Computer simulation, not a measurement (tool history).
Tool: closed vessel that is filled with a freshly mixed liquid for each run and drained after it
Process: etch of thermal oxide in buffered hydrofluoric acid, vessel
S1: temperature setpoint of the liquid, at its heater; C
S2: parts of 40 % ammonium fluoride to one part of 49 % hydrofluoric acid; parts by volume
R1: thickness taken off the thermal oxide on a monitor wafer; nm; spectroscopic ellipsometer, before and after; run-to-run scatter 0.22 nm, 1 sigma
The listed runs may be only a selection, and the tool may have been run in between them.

run 1 hour=0 | S1=25 S2=14 time_in_the_liquid_(s)=95 | R1=72.848
run 2 hour=0.9 | S1=24.5 S2=14 time_in_the_liquid_(s)=95 | R1=70.432
run 3 hour=9.8 | S1=27.5 S2=14 time_in_the_liquid_(s)=95 | R1=82.917
run 4 hour=16.8 | S1=27.5 S2=17.5 time_in_the_liquid_(s)=95 | R1=66.98
run 5 hour=24.8 | S1=27.5 S2=14.5 time_in_the_liquid_(s)=95 | R1=80.662
run 6 hour=30.7 | S1=27 S2=14.5 time_in_the_liquid_(s)=95 | R1=78.664
run 7 hour=37.6 | S1=26.5 S2=14.5 time_in_the_liquid_(s)=95 | R1=76.077
run 8 hour=45.9 | S1=26 S2=14.5 time_in_the_liquid_(s)=95 | R1=74.198
run 9 hour=50.5 | S1=26 S2=14.5 time_in_the_liquid_(s)=95 | R1=74.62
run 10 hour=59.4 | S1=25.5 S2=14.5 time_in_the_liquid_(s)=95 | R1=72.3

Run 11 is up next; what results do you expect?
run 11 hour=66.4 | S1=25 S2=14.5 time_in_the_liquid_(s)=95 | R1=?

For run 11 the tool returned R1 70.374 nm.
